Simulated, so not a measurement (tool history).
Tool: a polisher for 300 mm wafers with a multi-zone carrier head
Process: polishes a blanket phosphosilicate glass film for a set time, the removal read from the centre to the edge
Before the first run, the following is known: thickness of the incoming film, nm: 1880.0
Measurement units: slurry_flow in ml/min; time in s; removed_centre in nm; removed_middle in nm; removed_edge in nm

run	day	slurry_flow	centre_zone	middle_zone	edge_zone	slurry_solids	time	removed_centre	removed_middle	removed_edge
1	0	185	1	1	1	1	67	559.63	563.89	567.13
2	0.292	175	1.01	0.98	0.95	0.95	67	546.24	532.63	531.25
3	0.421	175	1.07	0.98	0.95	0.95	67	570.35	527.68	523.13
4	0.767	175	1.07	0.98	0.95	0.95	82	705.26	648.98	663.75
5	0.788	175	1.07	0.93	0.95	0.95	82	704.07	635.32	637.55
6	1.008	165	1.05	0.9	0.92	0.85	82	639.19	562.11	594.52

Run 7 has not been measured yet. What should we expect?
7	1.058	190	1.04	0.92	0.89	0.75	80	?	?	?

removed_centre: 586.77 nm
removed_middle: 528.18 nm
removed_edge: 544.23 nm

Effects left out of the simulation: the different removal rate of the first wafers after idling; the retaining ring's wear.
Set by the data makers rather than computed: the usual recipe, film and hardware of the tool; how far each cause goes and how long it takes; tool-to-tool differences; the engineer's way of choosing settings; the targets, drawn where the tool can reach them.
